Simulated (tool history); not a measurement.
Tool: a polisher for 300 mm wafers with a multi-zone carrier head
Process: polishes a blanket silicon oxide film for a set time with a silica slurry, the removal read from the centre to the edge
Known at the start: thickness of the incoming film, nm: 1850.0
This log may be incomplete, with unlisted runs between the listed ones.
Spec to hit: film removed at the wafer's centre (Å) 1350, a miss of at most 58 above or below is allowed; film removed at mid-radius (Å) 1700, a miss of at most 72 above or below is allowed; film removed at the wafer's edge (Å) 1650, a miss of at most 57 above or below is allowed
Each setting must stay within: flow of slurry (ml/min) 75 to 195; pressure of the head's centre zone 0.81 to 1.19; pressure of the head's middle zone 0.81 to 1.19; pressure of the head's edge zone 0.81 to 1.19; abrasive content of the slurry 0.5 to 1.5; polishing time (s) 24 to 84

run,hour,flow of slurry (ml/min),pressure of the head's centre zone,pressure of the head's middle zone,pressure of the head's edge zone,abrasive content of the slurry,polishing time (s),film removed at the wafer's centre (Å),film removed at mid-radius (Å),film removed at the wafer's edge (Å)
1,0,125,1,1,1,1,54,2452.6,2435.7,2498.6
2,4.5,120,0.98,1,0.99,0.95,53,2323.4,2304,2411.3
3,13.2,120,0.96,1.02,0.99,0.9,51,2135.4,2193.4,2280.7
4,20.3,140,0.96,1.02,0.99,0.9,51,2238.8,2246.5,2332.6
# hour 26.8: slurry nozzle cleaned
5,26.8,120,0.96,1.02,0.99,0.9,51,2287,2415.4,2360.5
6,34.4,120,0.96,1.02,0.99,0.9,43,1931.6,1974,1969.9
7,42.3,115,0.94,1.03,1,0.85,42,1766.3,1868.9,1869.2
8,47.1,110,0.92,1.04,1,0.8,42,1655.7,1829,1840

Exactly one of the 4 candidate moves below puts every result within its allowed miss. Which one?
A,51.9,125,0.89,1.07,1.01,0.7,39,?,?,?
B,51.9,105,0.93,1.18,0.87,0.85,37,?,?,?
C,51.9,95,0.85,1.12,1.03,0.85,37,?,?,?
D,51.9,140,0.84,1.01,1.04,0.65,48,?,?,?

move,film removed at the wafer's centre (Å),film removed at mid-radius (Å),film removed at the wafer's edge (Å)
A,1448.6,1670,1627.9
B,1493.5,1796.8,1522.3
C,1328.4,1679.2,1622.2
D,1671.4,1940.8,1999.4
A: nearer the targets than the last run, but a result is still out of spec
B: nearer the targets than the last run, but a result is still out of spec
C: every result lands within tolerance
D: misses by more than the last run did
The right move is C.
